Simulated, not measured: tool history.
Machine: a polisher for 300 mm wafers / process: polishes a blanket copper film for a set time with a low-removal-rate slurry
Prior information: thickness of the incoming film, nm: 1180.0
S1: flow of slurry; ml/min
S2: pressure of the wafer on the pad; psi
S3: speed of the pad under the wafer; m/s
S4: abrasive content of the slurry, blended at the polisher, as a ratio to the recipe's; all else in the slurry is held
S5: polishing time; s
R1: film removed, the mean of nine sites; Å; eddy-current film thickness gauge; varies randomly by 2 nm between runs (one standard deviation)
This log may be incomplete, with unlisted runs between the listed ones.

run  hour   S1   S2    S3   S4  S5      R1
  1   0.0  185  3.5  1.32  1.0  34  1438.5
  2   0.5  185  3.7  1.32  1.0  34  1508.9
  3   3.2  185  3.9  1.32  1.0  34  1597.4
  4   4.8  155  3.9  1.32  1.0  34  1580.3
     10.7  -- head pressure recalibrated
  5  10.7  175  3.9  1.32  1.0  34  1755.5
  6  15.3  175  3.9  1.32  1.0  30  1539.2

The next listed run, before its measurement:
  7  18.4  175  4.0  1.32  1.0  30   ?

R1: 1568.3 Å

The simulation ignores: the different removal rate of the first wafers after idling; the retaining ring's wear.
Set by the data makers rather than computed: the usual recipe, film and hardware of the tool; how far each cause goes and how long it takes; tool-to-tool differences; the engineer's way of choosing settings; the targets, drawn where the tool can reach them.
